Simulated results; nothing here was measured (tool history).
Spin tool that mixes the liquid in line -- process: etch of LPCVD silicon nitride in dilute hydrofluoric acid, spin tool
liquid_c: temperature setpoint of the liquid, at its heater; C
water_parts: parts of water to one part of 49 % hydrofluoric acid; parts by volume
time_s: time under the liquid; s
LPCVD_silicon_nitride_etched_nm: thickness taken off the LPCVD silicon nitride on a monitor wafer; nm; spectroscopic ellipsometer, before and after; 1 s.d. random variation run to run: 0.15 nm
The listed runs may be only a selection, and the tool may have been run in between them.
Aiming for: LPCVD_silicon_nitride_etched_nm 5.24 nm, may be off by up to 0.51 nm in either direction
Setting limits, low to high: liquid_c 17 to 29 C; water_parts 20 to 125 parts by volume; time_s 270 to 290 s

run    day  liquid_c  water_parts  time_s  LPCVD_silicon_nitride_etched_nm
  1      0        21           70     270                           1.4704
  2  0.296        19           70     270                           1.2601
  3    0.5      20.5           60     275                           1.6198
  4  0.783        22           50     280                            2.207
  5  1.079        22           70     280                           1.6306
  6  1.421        22           70     270                           1.6226
     1.696  -- hydrofluoric acid flow meter replaced
  7  1.696        23           60     275                           2.1543
  8  1.825        24           55     275                           2.4374

Which of these 4 next moves meets every target?
  A  1.954        25           45     290                                ?
  B  1.954      25.5           25     290                                ?
  C  1.954      25.5           30     290                                ?
  D  1.954        29           25     290                                ?

move  LPCVD_silicon_nitride_etched_nm
   A                           3.4238
   B                           6.2662
   C                            5.255
   D                           7.9159
A: nearer than the last run, and not there yet
B: pushes the last run's worst result past its target
C: all results in spec
D: pushes the last run's worst result past its target
The move that meets every target is C.
